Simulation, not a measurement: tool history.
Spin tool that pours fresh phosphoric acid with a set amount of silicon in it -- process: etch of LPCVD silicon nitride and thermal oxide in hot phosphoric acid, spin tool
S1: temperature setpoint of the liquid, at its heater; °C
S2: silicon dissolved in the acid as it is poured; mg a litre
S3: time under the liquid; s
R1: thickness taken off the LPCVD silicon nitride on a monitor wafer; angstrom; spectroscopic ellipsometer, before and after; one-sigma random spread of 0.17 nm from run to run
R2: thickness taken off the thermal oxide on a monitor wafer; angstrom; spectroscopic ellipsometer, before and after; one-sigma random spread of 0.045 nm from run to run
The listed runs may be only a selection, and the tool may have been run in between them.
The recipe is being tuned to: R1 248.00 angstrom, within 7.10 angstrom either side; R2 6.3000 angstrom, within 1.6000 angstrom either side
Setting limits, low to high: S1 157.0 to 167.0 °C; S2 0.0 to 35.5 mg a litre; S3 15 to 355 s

run    day     S1    S2   S3      R1      R2
  1  0.000  162.0  15.5  180  154.06  3.6093
  2  0.288  162.0   9.0  180  155.90  4.7149
  3  0.542  162.0   9.0  140  120.25  3.4513
  4  0.883  163.0  11.0  165  144.77  4.2647
  5  1.092  163.0  11.0  210  187.74  5.3702
  6  1.233  163.0  19.5  210  187.27  4.7452
  7  1.446  163.5  20.5  220  198.53  4.0038
  8  1.646  164.0  19.0  225  207.61  5.2629
  9  1.817  164.0  19.5  230  210.89  5.0616
 10  1.917  164.0  19.5  235  216.38  5.1803
 11  2.104  164.0  19.5  240  220.17  5.5499
 12  2.458  164.0  20.0  245  223.16  5.3179
 13  2.717  164.5  20.0  250  232.52  5.7456
 14  3.004  164.5  20.0  255  238.42  5.4333
 15  3.354  164.5  19.0  255  235.14  5.8485

Exactly one of the 4 candidate moves below puts every result within its allowed miss. Which one?
  A  3.704  162.5  31.0  265   ?   ?
  B  3.704  163.0  30.5  280   ?   ?
  C  3.704  164.5  18.0  245   ?   ?
  D  3.704  164.5  18.0  265   ?   ?

move      R1      R2
   A  228.89  3.5270
   B  245.89  3.9460
   C  226.08  5.8163
   D  244.53  6.2911
A: the biggest miss grows against the last run
B: the furthest-off result lands on target, but another misses its tolerance
C: the biggest miss grows against the last run
D: all results land within tolerance of their targets
D is the move that brings every result within its allowed miss.

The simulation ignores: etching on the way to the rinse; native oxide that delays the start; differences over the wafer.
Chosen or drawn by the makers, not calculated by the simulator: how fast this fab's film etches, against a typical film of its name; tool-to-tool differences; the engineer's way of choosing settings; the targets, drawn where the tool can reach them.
